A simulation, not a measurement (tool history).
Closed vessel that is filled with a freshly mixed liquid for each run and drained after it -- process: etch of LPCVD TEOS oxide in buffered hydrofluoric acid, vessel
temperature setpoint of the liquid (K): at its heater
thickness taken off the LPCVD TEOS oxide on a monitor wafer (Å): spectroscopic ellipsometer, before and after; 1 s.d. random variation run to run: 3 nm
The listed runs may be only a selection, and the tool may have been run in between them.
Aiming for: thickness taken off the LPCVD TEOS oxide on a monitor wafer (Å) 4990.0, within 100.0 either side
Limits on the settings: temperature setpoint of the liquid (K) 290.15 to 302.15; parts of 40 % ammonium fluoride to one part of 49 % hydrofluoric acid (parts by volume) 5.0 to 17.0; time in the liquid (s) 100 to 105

| run | hour | temperature setpoint of the liquid (K) | parts of 40 % ammonium fluoride to one part of 49 % hydrofluoric acid (parts by volume) | time in the liquid (s) | thickness taken off the LPCVD TEOS oxide on a monitor wafer (Å) |
|---|---|---|---|---|---|
| 1 | 0.0 | 294.15 | 10.5 | 100 | 2742.1 |
| 2 | 7.8 | 295.65 | 10.0 | 100 | 3103.2 |
| 3 | 15.7 | 296.65 | 9.5 | 100 | 3367.5 |
| 4 | 21.5 | 296.65 | 11.5 | 100 | 2829.5 |
| 5 | 26.0 | 297.65 | 11.0 | 100 | 3161.9 |
| 6 | 30.0 | 297.65 | 8.5 | 100 | 3977.6 |
| 7 | 30.9 | 298.15 | 8.5 | 100 | 4024.0 |
| 8 | 32.2 | 302.15 | 8.0 | 100 | 5370.5 |
|  | 38.7 | thermometer replaced |
| 9 | 38.7 | 300.65 | 8.0 | 100 | 5358.3 |
| 10 | 43.1 | 300.15 | 8.0 | 100 | 5111.4 |

Which of these 5 next moves meets every target?
| A | 47.5 | 298.65 | 8.0 | 105 | ? |
| B | 47.5 | 298.65 | 8.0 | 100 | ? |
| C | 47.5 | 302.15 | 9.0 | 105 | ? |
| D | 47.5 | 301.65 | 8.5 | 100 | ? |
| E | 47.5 | 300.15 | 8.5 | 100 | ? |

| move | thickness taken off the LPCVD TEOS oxide on a monitor wafer (Å) |
|---|---|
| A | 4985.5 |
| B | 4748.1 |
| C | 5288.6 |
| D | 5219.2 |
| E | 4819.1 |
A: all results in spec
B: the result that was furthest off in the last run now lies on the other side of its target
C: moves away from the targets compared with the last run
D: moves away from the targets compared with the last run
E: the result that was furthest off in the last run now lies on the other side of its target
Go with A: it meets all targets.
